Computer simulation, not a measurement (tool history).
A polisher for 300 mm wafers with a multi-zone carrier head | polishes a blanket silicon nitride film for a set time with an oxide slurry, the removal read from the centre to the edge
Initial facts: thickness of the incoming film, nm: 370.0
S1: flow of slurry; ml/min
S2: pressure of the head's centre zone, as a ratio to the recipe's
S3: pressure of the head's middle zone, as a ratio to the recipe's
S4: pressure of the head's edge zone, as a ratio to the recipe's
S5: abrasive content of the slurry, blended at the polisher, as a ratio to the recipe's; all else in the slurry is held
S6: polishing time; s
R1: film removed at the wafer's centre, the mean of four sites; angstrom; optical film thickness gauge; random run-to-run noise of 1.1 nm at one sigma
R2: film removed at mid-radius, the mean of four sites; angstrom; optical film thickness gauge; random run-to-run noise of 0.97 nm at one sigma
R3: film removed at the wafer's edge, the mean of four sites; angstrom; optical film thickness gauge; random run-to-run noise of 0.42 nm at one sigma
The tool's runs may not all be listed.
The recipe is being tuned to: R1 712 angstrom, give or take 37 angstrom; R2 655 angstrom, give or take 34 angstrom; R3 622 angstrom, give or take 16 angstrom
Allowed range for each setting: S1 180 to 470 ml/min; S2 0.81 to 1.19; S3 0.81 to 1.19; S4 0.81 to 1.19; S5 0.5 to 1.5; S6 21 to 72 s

run,hour,S1,S2,S3,S4,S5,S6,R1,R2,R3
1,0,300,1,1,1,1,46,480.37,487.37,486.78
2,1.8,255,1,1,1,1,46,457.2,459.03,478.34
3,5.5,255,1,1.07,1,1,46,468.28,490.46,479.37
4,12.7,275,1.03,1.08,1.02,1.05,46,487.91,518.11,500.79
5,14.5,275,1.03,1.08,1.02,1.05,50,552.64,568.46,549.88
6,19.6,295,1.06,1.08,1.03,1.05,50,565.09,571.82,552.93
7,21.2,310,1.09,1.08,1.04,1.1,50,596.11,587.05,579.34
8,24.8,340,1.19,1.13,0.98,1.25,51,729.14,697.94,622.32

Below are 5 possible settings for the next run. Only one of them brings all results inside the allowed miss of their targets. Which is it?
A,28.4,275,1.19,1.19,0.87,1.3,55,?,?,?
B,28.4,365,1.13,1.19,0.86,1.45,50,?,?,?
C,28.4,305,1.13,1.08,1.01,1.25,53,?,?,?
D,28.4,330,1.19,1.19,0.9,1.3,52,?,?,?
E,28.4,305,1.17,1.05,0.96,1.05,58,?,?,?

move,R1,R2,R3
A,787.28,766.72,625.68
B,753.6,764.9,614.16
C,723.72,677.99,642.97
D,768.56,746.07,613.79
E,738.71,655.26,621.52
A: misses by more than the last run did
B: misses by more than the last run did
C: the furthest-off result lands on target, but another misses its tolerance
D: misses by more than the last run did
E: hits every target within its allowed miss
E is the move that brings every result within its allowed miss.
